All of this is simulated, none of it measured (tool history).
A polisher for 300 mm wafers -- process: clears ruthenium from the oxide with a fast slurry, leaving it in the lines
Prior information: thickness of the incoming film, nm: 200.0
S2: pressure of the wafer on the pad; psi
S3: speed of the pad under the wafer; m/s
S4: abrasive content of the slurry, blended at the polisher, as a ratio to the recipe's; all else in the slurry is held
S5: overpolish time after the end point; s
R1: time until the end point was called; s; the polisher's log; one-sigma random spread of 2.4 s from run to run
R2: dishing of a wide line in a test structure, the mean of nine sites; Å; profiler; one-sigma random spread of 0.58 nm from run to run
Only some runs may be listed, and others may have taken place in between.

Run 1, hour 0: flow of slurry (ml/min) 195, S2 2.4 psi, S3 0.84 m/s, S4 1, S5 30 s. Result: R1 77.091 s, R2 606.72 Å.
Run 2, hour 5.3: flow of slurry (ml/min) 190, S2 2 psi, S3 0.84 m/s, S4 1, S5 34 s. Result: R1 92.671 s, R2 579.06 Å.
Run 3, hour 9.3: flow of slurry (ml/min) 190, S2 2 psi, S3 0.84 m/s, S4 0.85, S5 34 s. Result: R1 99.342 s, R2 545.58 Å.
Run 4, hour 16.1: flow of slurry (ml/min) 185, S2 1.8 psi, S3 0.84 m/s, S4 0.85, S5 37 s. Result: R1 108.54 s, R2 543.53 Å.
Run 5, hour 16.9: flow of slurry (ml/min) 230, S2 1.8 psi, S3 0.84 m/s, S4 0.85, S5 37 s. Result: R1 106.42 s, R2 553.09 Å.
Run 6, hour 22.8: flow of slurry (ml/min) 230, S2 1.6 psi, S3 0.84 m/s, S4 0.85, S5 40 s. Result: R1 115.45 s, R2 530.87 Å.

Run 7, settings as shown, results not yet in. Your forecast:
Run 7, hour 30.3: flow of slurry (ml/min) 225, S2 1.5 psi, S3 0.84 m/s, S4 0.85, S5 43 s. Result: R1 ?, R2 ?.

R1: 125.35 s
R2: 538.28 Å
